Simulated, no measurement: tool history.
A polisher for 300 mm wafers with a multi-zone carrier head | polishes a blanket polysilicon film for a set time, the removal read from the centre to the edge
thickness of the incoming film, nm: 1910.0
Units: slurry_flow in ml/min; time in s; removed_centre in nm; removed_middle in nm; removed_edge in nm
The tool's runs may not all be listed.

| run | hour | slurry_flow | centre_zone | middle_zone | edge_zone | time | removed_centre | removed_middle | removed_edge |
|---|---|---|---|---|---|---|---|---|---|
| 1 | 0.0 | 155 | 1.00 | 1.00 | 1.00 | 50 | 530.56 | 540.97 | 534.34 |
| 2 | 4.9 | 165 | 1.01 | 1.03 | 1.05 | 53 | 579.34 | 596.21 | 576.52 |
| 3 | 7.2 | 165 | 1.01 | 0.96 | 1.05 | 53 | 579.06 | 559.24 | 584.23 |
| 4 | 11.6 | 165 | 1.07 | 0.96 | 1.05 | 53 | 626.70 | 553.63 | 569.88 |
| 5 | 13.9 | 175 | 1.05 | 0.99 | 1.08 | 55 | 633.13 | 592.33 | 631.54 |
| 6 | 16.3 | 160 | 1.05 | 0.99 | 1.08 | 55 | 621.96 | 586.92 | 619.64 |
| 7 | 21.8 | 175 | 1.05 | 1.03 | 1.10 | 56 | 637.37 | 623.68 | 629.73 |
| 8 | 23.5 | 185 | 1.05 | 1.05 | 1.12 | 57 | 667.37 | 655.09 | 659.41 |

The next listed run, before its measurement:
| 9 | 24.3 | 195 | 1.04 | 1.07 | 1.14 | 58 | ? | ? | ? |

Run 9 gave removed_centre 665.89 nm, removed_middle 681.26 nm, removed_edge 667.47 nm.
